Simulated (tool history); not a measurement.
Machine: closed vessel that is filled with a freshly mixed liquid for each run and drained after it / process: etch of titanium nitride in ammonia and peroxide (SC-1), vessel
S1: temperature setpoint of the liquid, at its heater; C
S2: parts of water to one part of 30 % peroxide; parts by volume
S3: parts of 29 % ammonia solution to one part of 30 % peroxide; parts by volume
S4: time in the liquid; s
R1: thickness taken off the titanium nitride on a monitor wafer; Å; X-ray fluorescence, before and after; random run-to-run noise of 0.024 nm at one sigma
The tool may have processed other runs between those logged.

| run | hour | S1 | S2 | S3 | S4 | R1 |
|---|---|---|---|---|---|---|
| 1 | 0.0 | 54.0 | 18.0 | 0.8 | 220 | 100.300 |
| 2 | 4.1 | 54.0 | 18.0 | 0.9 | 220 | 101.980 |
| 3 | 10.2 | 52.0 | 18.0 | 0.9 | 220 | 88.583 |
| 4 | 17.8 | 52.0 | 22.5 | 0.9 | 220 | 79.165 |
| 5 | 19.4 | 50.5 | 22.5 | 0.9 | 220 | 71.067 |
| 6 | 27.7 | 57.5 | 22.5 | 0.9 | 220 | 114.250 |
| 7 | 31.7 | 49.5 | 22.5 | 0.9 | 220 | 66.548 |
| 8 | 35.2 | 48.5 | 22.5 | 0.9 | 220 | 62.115 |

Run 9, settings as shown, results not yet in. Your forecast:
| 9 | 40.1 | 48.0 | 22.5 | 0.9 | 220 | ? |

Run 9 yielded R1 59.294 Å.
